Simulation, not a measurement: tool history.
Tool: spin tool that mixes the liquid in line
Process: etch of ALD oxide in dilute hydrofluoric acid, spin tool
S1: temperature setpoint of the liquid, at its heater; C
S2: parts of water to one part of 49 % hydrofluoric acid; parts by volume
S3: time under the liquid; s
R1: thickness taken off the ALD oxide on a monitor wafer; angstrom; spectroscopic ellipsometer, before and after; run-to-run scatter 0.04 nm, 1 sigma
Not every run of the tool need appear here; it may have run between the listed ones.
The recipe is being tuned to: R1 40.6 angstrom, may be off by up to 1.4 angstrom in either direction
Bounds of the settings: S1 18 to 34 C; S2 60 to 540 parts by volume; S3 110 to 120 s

run,hour,S1,S2,S3,R1
1,0,26,300,110,74.252
2,7.3,26,300,110,73.367
3,11.7,26,375,110,54.087
4,16.3,26,375,120,58.888
5,23.2,24,375,120,54.147
6,28.2,23.5,375,120,54.318
7,33,23,380,120,52.962
8,39.6,22.5,385,120,50.626

Pick the move, out of 5, that brings all results within their allowed miss; only one does.
A,46.2,18.5,380,120,?
B,46.2,18,350,110,?
C,46.2,25,450,110,?
D,46.2,22,360,120,?
E,46.2,23.5,480,115,?

move,R1
A,44.292
B,44.367
C,40.208
D,53.769
E,36.628
A: moves toward the targets from the last run without getting all of them in spec
B: moves toward the targets from the last run without getting all of them in spec
C: hits every target within its allowed miss
D: moves away from the targets compared with the last run
E: pushes the last run's worst result past its target
The move that meets every target is C.
